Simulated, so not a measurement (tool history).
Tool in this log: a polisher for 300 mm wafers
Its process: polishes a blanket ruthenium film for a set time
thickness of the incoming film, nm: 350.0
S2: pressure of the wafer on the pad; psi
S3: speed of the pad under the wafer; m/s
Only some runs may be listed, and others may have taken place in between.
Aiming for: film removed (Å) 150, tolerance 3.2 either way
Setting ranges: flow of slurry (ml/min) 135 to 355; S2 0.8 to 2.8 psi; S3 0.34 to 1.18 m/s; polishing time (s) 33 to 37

Run 1, hour 0: flow of slurry (ml/min) 225, S2 1.8 psi, S3 0.76 m/s, polishing time (s) 37. Result: film removed (Å) 234.7.
Run 2, hour 8.3: flow of slurry (ml/min) 220, S2 1.7 psi, S3 0.76 m/s, polishing time (s) 37. Result: film removed (Å) 223.64.
Run 3, hour 14.5: flow of slurry (ml/min) 265, S2 1.7 psi, S3 0.76 m/s, polishing time (s) 37. Result: film removed (Å) 227.93.
Run 4, hour 15: flow of slurry (ml/min) 265, S2 1.7 psi, S3 0.86 m/s, polishing time (s) 37. Result: film removed (Å) 257.85.
Run 5, hour 16.6: flow of slurry (ml/min) 265, S2 1.7 psi, S3 0.86 m/s, polishing time (s) 37. Result: film removed (Å) 259.93.
Run 6, hour 24.5: flow of slurry (ml/min) 260, S2 1.6 psi, S3 0.86 m/s, polishing time (s) 37. Result: film removed (Å) 246.67.
Run 7, hour 27.7: flow of slurry (ml/min) 255, S2 1.5 psi, S3 0.86 m/s, polishing time (s) 37. Result: film removed (Å) 233.92.
Run 8, hour 35.3: flow of slurry (ml/min) 255, S2 1.4 psi, S3 0.86 m/s, polishing time (s) 37. Result: film removed (Å) 222.03.
Run 9, hour 40.4: flow of slurry (ml/min) 250, S2 1.3 psi, S3 0.86 m/s, polishing time (s) 37. Result: film removed (Å) 209.58.
Run 10, hour 41.1: flow of slurry (ml/min) 245, S2 1.2 psi, S3 0.86 m/s, polishing time (s) 37. Result: film removed (Å) 197.2.
Run 11, hour 43: flow of slurry (ml/min) 240, S2 1.2 psi, S3 0.86 m/s, polishing time (s) 37. Result: film removed (Å) 197.21.
Run 12, hour 48.3: flow of slurry (ml/min) 235, S2 1.2 psi, S3 0.86 m/s, polishing time (s) 37. Result: film removed (Å) 196.44.
Run 13, hour 55.1: flow of slurry (ml/min) 230, S2 1.2 psi, S3 0.86 m/s, polishing time (s) 37. Result: film removed (Å) 195.16.
Run 14, hour 58.9: flow of slurry (ml/min) 230, S2 1.2 psi, S3 0.86 m/s, polishing time (s) 37. Result: film removed (Å) 194.52.
Run 15, hour 64.8: flow of slurry (ml/min) 225, S2 1.2 psi, S3 0.86 m/s, polishing time (s) 37. Result: film removed (Å) 194.29.
Run 16, hour 73.2: flow of slurry (ml/min) 220, S2 1.2 psi, S3 0.86 m/s, polishing time (s) 37. Result: film removed (Å) 193.98.
Run 17, hour 81.4: flow of slurry (ml/min) 215, S2 1.2 psi, S3 0.86 m/s, polishing time (s) 37. Result: film removed (Å) 194.87.
Run 18, hour 88.1: flow of slurry (ml/min) 205, S2 1 psi, S3 0.84 m/s, polishing time (s) 37. Result: film removed (Å) 166.13.
Run 19, hour 90.5: flow of slurry (ml/min) 200, S2 1 psi, S3 0.84 m/s, polishing time (s) 37. Result: film removed (Å) 166.91.
Run 20, hour 95.4: flow of slurry (ml/min) 195, S2 1 psi, S3 0.84 m/s, polishing time (s) 37. Result: film removed (Å) 164.37.
Run 21, hour 98.3: flow of slurry (ml/min) 195, S2 1 psi, S3 0.84 m/s, polishing time (s) 37. Result: film removed (Å) 164.81.
Run 22, hour 102.9: flow of slurry (ml/min) 190, S2 1 psi, S3 0.84 m/s, polishing time (s) 37. Result: film removed (Å) 164.06.
Run 23, hour 108.3: flow of slurry (ml/min) 185, S2 1 psi, S3 0.84 m/s, polishing time (s) 37. Result: film removed (Å) 163.49.
Run 24, hour 116.3: flow of slurry (ml/min) 180, S2 1 psi, S3 0.84 m/s, polishing time (s) 37. Result: film removed (Å) 163.34.
Run 25, hour 119.4: flow of slurry (ml/min) 175, S2 1 psi, S3 0.84 m/s, polishing time (s) 37. Result: film removed (Å) 162.35.

4 next moves are on the table. One of them brings every result within its allowed miss. Which?
Run A, hour 122.5: flow of slurry (ml/min) 180, S2 1 psi, S3 0.94 m/s, polishing time (s) 35. Result: film removed (Å) ?.
Run B, hour 122.5: flow of slurry (ml/min) 190, S2 1.3 psi, S3 0.84 m/s, polishing time (s) 34. Result: film removed (Å) ?.
Run C, hour 122.5: flow of slurry (ml/min) 185, S2 0.9 psi, S3 0.84 m/s, polishing time (s) 36. Result: film removed (Å) ?.
Run D, hour 122.5: flow of slurry (ml/min) 165, S2 1.2 psi, S3 0.84 m/s, polishing time (s) 34. Result: film removed (Å) ?.

move  film removed (Å)
   A            171.64
   B            180.59
   C            148.35
   D            166.86
A: lands further from the targets than the last run did
B: lands further from the targets than the last run did
C: all results in spec
D: lands further from the targets than the last run did
The move that meets every target is C.
